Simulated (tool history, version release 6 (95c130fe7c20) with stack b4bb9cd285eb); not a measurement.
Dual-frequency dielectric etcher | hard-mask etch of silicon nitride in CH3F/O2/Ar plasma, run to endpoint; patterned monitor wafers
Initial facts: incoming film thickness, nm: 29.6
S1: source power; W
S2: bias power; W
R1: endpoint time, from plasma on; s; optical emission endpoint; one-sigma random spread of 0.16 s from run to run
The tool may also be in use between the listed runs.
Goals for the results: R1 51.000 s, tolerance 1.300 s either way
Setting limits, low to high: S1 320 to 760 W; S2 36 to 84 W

run 1 hour=0.0 | S1=540 S2=60 | R1=42.162
run 2 hour=6.3 | S1=540 S2=69 | R1=40.460
run 3 hour=7.4 | S1=500 S2=69 | R1=41.749
run 4 hour=14.8 | S1=460 S2=69 | R1=43.205
-- hour=22.2 bias power generator calibrated
run 5 hour=22.2 | S1=510 S2=69 | R1=41.060
run 6 hour=23.7 | S1=610 S2=69 | R1=38.125
run 7 hour=25.6 | S1=580 S2=67 | R1=39.314
run 8 hour=33.8 | S1=470 S2=55 | R1=45.485
run 9 hour=39.9 | S1=450 S2=54 | R1=46.396
run 10 hour=44.9 | S1=440 S2=54 | R1=46.679
run 11 hour=53.5 | S1=430 S2=54 | R1=47.265
run 12 hour=58.5 | S1=330 S2=51 | R1=53.826
run 13 hour=67.4 | S1=340 S2=51 | R1=53.118
run 14 hour=74.6 | S1=340 S2=51 | R1=53.442

5 candidate next runs follow, results not yet known. Just one meets every target within its allowed miss. Identify it.
run A hour=81.8 | S1=320 S2=43 | R1=?
run B hour=81.8 | S1=320 S2=48 | R1=?
run C hour=81.8 | S1=420 S2=52 | R1=?
run D hour=81.8 | S1=330 S2=40 | R1=?
run E hour=81.8 | S1=390 S2=50 | R1=?

move=A R1=57.168
move=B R1=55.387
move=C R1=48.305
move=D R1=57.573
move=E R1=50.385
A: lands further from the targets than the last run did
B: lands further from the targets than the last run did
C: pushes the last run's worst result past its target
D: lands further from the targets than the last run did
E: all results land within tolerance of their targets
Answer: E
